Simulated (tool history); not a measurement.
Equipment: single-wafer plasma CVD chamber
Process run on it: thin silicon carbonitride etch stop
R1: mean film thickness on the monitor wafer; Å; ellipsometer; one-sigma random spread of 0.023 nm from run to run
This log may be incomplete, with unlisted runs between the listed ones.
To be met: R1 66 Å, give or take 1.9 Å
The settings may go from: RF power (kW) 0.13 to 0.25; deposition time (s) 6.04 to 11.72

run 1 hour=0 | RF_power_(kW)=0.19 deposition_time_(s)=8.88 | R1=49.914
run 2 hour=0.9 | RF_power_(kW)=0.195 deposition_time_(s)=9.2 | R1=51.821
run 3 hour=1.4 | RF_power_(kW)=0.2 deposition_time_(s)=9.51 | R1=54.336
run 4 hour=5.1 | RF_power_(kW)=0.2 deposition_time_(s)=10.75 | R1=60.762
run 5 hour=12.5 | RF_power_(kW)=0.2 deposition_time_(s)=9.57 | R1=54.356
run 6 hour=19.2 | RF_power_(kW)=0.19 deposition_time_(s)=9.57 | R1=53.557
run 7 hour=21.1 | RF_power_(kW)=0.195 deposition_time_(s)=9.84 | R1=55.389
run 8 hour=26.3 | RF_power_(kW)=0.2 deposition_time_(s)=10.05 | R1=57.057

Exactly one of the 4 candidate moves below puts every result within its allowed miss. Which one?
run A hour=31.5 | RF_power_(kW)=0.2 deposition_time_(s)=10.73 | R1=?
run B hour=31.5 | RF_power_(kW)=0.205 deposition_time_(s)=10.76 | R1=?
run C hour=31.5 | RF_power_(kW)=0.205 deposition_time_(s)=8.13 | R1=?
run D hour=31.5 | RF_power_(kW)=0.2 deposition_time_(s)=11.51 | R1=?

move=A R1=60.786
move=B R1=61.446
move=C R1=46.427
move=D R1=65.205
A: closer than the last run, but not yet in spec
B: closer than the last run, but not yet in spec
C: misses by more than the last run did
D: meets every target
So the answer is move D, the one that meets all the targets.
